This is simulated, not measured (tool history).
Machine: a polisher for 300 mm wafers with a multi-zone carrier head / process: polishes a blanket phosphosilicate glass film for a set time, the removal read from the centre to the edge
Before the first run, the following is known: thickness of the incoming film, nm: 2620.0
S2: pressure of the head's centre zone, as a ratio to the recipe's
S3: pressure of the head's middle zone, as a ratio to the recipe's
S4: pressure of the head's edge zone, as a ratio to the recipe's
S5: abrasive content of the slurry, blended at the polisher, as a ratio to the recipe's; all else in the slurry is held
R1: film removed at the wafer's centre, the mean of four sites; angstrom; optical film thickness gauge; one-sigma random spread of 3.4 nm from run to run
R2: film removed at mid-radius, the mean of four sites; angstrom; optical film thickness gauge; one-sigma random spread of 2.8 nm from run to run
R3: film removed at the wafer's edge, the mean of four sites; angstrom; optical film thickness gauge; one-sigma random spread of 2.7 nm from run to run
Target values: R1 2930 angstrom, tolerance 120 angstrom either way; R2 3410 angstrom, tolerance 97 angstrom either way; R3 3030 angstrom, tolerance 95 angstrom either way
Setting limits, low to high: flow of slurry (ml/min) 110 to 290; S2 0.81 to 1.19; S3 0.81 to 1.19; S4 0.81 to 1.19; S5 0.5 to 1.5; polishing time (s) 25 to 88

run 1 day=0 | flow_of_slurry_(ml/min)=185 S2=1 S3=1 S4=1 S5=1 polishing_time_(s)=56 | R1=5372.7 R2=5417.4 R3=5346.2
run 2 day=0.079 | flow_of_slurry_(ml/min)=225 S2=1 S3=1 S4=1 S5=1 polishing_time_(s)=56 | R1=5396.5 R2=5531.7 R3=5473
run 3 day=0.367 | flow_of_slurry_(ml/min)=225 S2=1 S3=1 S4=1.08 S5=1 polishing_time_(s)=56 | R1=5339 R2=5535.8 R3=5553.3
run 4 day=0.479 | flow_of_slurry_(ml/min)=220 S2=1 S3=1.01 S4=1.07 S5=0.95 polishing_time_(s)=54 | R1=5089.8 R2=5183.2 R3=5312.5
run 5 day=0.788 | flow_of_slurry_(ml/min)=220 S2=1 S3=1.01 S4=1.15 S5=0.95 polishing_time_(s)=54 | R1=5056.1 R2=5242.7 R3=5467
run 6 day=0.862 | flow_of_slurry_(ml/min)=220 S2=0.99 S3=1.02 S4=1.12 S5=0.9 polishing_time_(s)=52 | R1=4680 R2=4909.4 R3=5052.9
run 7 day=1.058 | flow_of_slurry_(ml/min)=220 S2=0.98 S3=1.03 S4=1.09 S5=0.85 polishing_time_(s)=51 | R1=4608.8 R2=4709.2 R3=4824.9
run 8 day=1.346 | flow_of_slurry_(ml/min)=225 S2=0.96 S3=1.05 S4=1.07 S5=0.85 polishing_time_(s)=49 | R1=4256.6 R2=4648.9 R3=4545.2
run 9 day=1.625 | flow_of_slurry_(ml/min)=225 S2=0.95 S3=1.05 S4=1.05 S5=0.8 polishing_time_(s)=48 | R1=3997.8 R2=4562.6 R3=4372.5
run 10 day=1.725 | flow_of_slurry_(ml/min)=220 S2=0.95 S3=1.05 S4=1.03 S5=0.75 polishing_time_(s)=47 | R1=3727.7 R2=4196.2 R3=4067.4
run 11 day=1.958 | flow_of_slurry_(ml/min)=170 S2=0.93 S3=1.13 S4=0.93 S5=0.6 polishing_time_(s)=46 | R1=3122 R2=3889.5 R3=3398
run 12 day=2.212 | flow_of_slurry_(ml/min)=165 S2=0.93 S3=1.12 S4=0.92 S5=0.6 polishing_time_(s)=46 | R1=3194.9 R2=3844.1 R3=3396.7
run 13 day=2.367 | flow_of_slurry_(ml/min)=165 S2=0.93 S3=1.12 S4=0.91 S5=0.6 polishing_time_(s)=46 | R1=3168 R2=3851.8 R3=3336
run 14 day=2.512 | flow_of_slurry_(ml/min)=160 S2=0.93 S3=1.11 S4=0.9 S5=0.6 polishing_time_(s)=46 | R1=3106.1 R2=3803 R3=3294.2
run 15 day=2.688 | flow_of_slurry_(ml/min)=155 S2=0.93 S3=1.1 S4=0.89 S5=0.6 polishing_time_(s)=46 | R1=3046.7 R2=3791.2 R3=3315.3
run 16 day=2.8 | flow_of_slurry_(ml/min)=155 S2=0.94 S3=1.1 S4=0.89 S5=0.6 polishing_time_(s)=46 | R1=3163.7 R2=3756.7 R3=3315.1
run 17 day=3.029 | flow_of_slurry_(ml/min)=155 S2=0.94 S3=1.1 S4=0.88 S5=0.6 polishing_time_(s)=46 | R1=3178.6 R2=3775.1 R3=3261.3
run 18 day=3.379 | flow_of_slurry_(ml/min)=155 S2=0.94 S3=1.09 S4=0.87 S5=0.6 polishing_time_(s)=46 | R1=3189.5 R2=3745.3 R3=3258.3
run 19 day=3.638 | flow_of_slurry_(ml/min)=150 S2=0.94 S3=1.08 S4=0.87 S5=0.6 polishing_time_(s)=46 | R1=3176.3 R2=3617.2 R3=3293.8
run 20 day=3.875 | flow_of_slurry_(ml/min)=150 S2=0.94 S3=1.08 S4=0.86 S5=0.6 polishing_time_(s)=46 | R1=3111.6 R2=3653.9 R3=3213.7
run 21 day=4.075 | flow_of_slurry_(ml/min)=140 S2=0.93 S3=1.06 S4=0.83 S5=0.6 polishing_time_(s)=46 | R1=3071.2 R2=3581.2 R3=3117.8

Which one of the following 5 next-run settings gets every result inside its allowed miss? There is exactly one.
run A day=4.275 | flow_of_slurry_(ml/min)=125 S2=0.89 S3=1.1 S4=0.82 S5=0.5 polishing_time_(s)=52 | R1=? R2=? R3=?
run B day=4.275 | flow_of_slurry_(ml/min)=155 S2=0.95 S3=1.1 S4=0.81 S5=0.55 polishing_time_(s)=47 | R1=? R2=? R3=?
run C day=4.275 | flow_of_slurry_(ml/min)=140 S2=0.93 S3=1.07 S4=0.87 S5=0.8 polishing_time_(s)=38 | R1=? R2=? R3=?
run D day=4.275 | flow_of_slurry_(ml/min)=215 S2=0.96 S3=1.13 S4=0.81 S5=0.65 polishing_time_(s)=42 | R1=? R2=? R3=?
run E day=4.275 | flow_of_slurry_(ml/min)=110 S2=0.92 S3=1.04 S4=0.89 S5=0.55 polishing_time_(s)=49 | R1=? R2=? R3=?

move=A R1=3086.3 R2=3795.1 R3=3189.1
move=B R1=3240.3 R2=3712.6 R3=3072.9
move=C R1=2975 R2=3408.9 R3=2996.7
move=D R1=3320.2 R2=3830.5 R3=3060
move=E R1=3059.4 R2=3480 R3=3207.9
A: its largest miss is bigger than the last run's
B: its largest miss is bigger than the last run's
C: hits every target within its allowed miss
D: its largest miss is bigger than the last run's
E: corrects the largest miss of the last run, while another result sits out of spec
C is the move that brings every result within its allowed miss.
